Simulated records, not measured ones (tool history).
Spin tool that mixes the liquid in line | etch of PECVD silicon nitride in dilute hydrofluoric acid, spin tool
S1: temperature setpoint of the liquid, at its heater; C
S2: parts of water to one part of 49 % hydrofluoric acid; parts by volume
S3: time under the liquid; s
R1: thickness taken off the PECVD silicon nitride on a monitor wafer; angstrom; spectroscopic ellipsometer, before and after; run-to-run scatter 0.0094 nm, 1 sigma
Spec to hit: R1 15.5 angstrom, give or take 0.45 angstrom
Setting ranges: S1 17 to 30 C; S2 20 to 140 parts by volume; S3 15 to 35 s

Run 1, hour 0: S1 22 C, S2 75 parts by volume, S3 35 s. Result: R1 9.0243 angstrom.
Run 2, hour 7.1: S1 22 C, S2 100 parts by volume, S3 35 s. Result: R1 6.8797 angstrom.
Run 3, hour 14: S1 20 C, S2 100 parts by volume, S3 35 s. Result: R1 6.0144 angstrom.
Run 4, hour 22.3: S1 20 C, S2 100 parts by volume, S3 15 s. Result: R1 2.5481 angstrom.
Run 5, hour 27.8: S1 20 C, S2 100 parts by volume, S3 15 s. Result: R1 2.521 angstrom.
Run 6, hour 28.6: S1 20 C, S2 100 parts by volume, S3 15 s. Result: R1 2.5757 angstrom.
Run 7, hour 29.8: S1 22.5 C, S2 100 parts by volume, S3 15 s. Result: R1 3.0411 angstrom.
Run 8, hour 38.7: S1 26.5 C, S2 70 parts by volume, S3 35 s. Result: R1 13.171 angstrom.
Run 9, hour 45.3: S1 27 C, S2 70 parts by volume, S3 35 s. Result: R1 13.623 angstrom.

4 candidate next runs follow, results not yet known. Just one meets every target within its allowed miss. Identify it.
Run A, hour 51.9: S1 30 C, S2 75 parts by volume, S3 35 s. Result: R1 ?.
Run B, hour 51.9: S1 26 C, S2 70 parts by volume, S3 35 s. Result: R1 ?.
Run C, hour 51.9: S1 26.5 C, S2 55 parts by volume, S3 35 s. Result: R1 ?.
Run D, hour 51.9: S1 25 C, S2 50 parts by volume, S3 35 s. Result: R1 ?.

move      R1
   A  15.496
   B    12.8
   C  16.774
   D  16.667
A: every result within its allowed miss
B: the biggest miss grows against the last run
C: takes the result that was furthest off past its target
D: takes the result that was furthest off past its target
A meets every target.
